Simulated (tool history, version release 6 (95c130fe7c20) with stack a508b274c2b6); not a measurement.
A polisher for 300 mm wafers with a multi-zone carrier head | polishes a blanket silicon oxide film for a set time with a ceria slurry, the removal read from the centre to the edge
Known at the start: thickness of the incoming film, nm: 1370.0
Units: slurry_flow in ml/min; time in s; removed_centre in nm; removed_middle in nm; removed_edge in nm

run	hour	slurry_flow	centre_zone	middle_zone	edge_zone	time	removed_centre	removed_middle	removed_edge
1	0.0	285	1.00	1.00	1.00	45	159.85	161.69	165.87
2	5.4	285	1.00	1.00	1.08	45	155.60	164.38	171.70
3	11.0	290	1.01	1.02	1.10	48	174.80	176.37	189.13
4	12.3	290	1.01	1.08	1.10	48	173.50	185.11	188.89
5	21.2	300	1.01	1.11	1.12	50	181.12	194.45	198.22
6	25.8	300	1.00	1.13	1.12	52	185.13	210.02	204.89
7	30.5	300	1.00	1.14	1.14	53	184.64	215.18	209.50
# hour 35.4: slurry nozzle cleaned
8	35.4	305	1.01	1.14	1.15	54	197.45	229.38	217.91
9	38.3	305	1.01	1.12	1.16	55	204.67	228.30	224.11
10	42.9	305	1.00	1.12	1.17	55	198.29	226.79	224.99
11	48.3	305	1.00	1.12	1.17	55	201.44	226.68	225.87

Run 12 comes next. What will it give?
12	52.0	310	1.00	1.12	1.18	55	?	?	?

removed_centre: 202.26 nm
removed_middle: 225.73 nm
removed_edge: 225.18 nm

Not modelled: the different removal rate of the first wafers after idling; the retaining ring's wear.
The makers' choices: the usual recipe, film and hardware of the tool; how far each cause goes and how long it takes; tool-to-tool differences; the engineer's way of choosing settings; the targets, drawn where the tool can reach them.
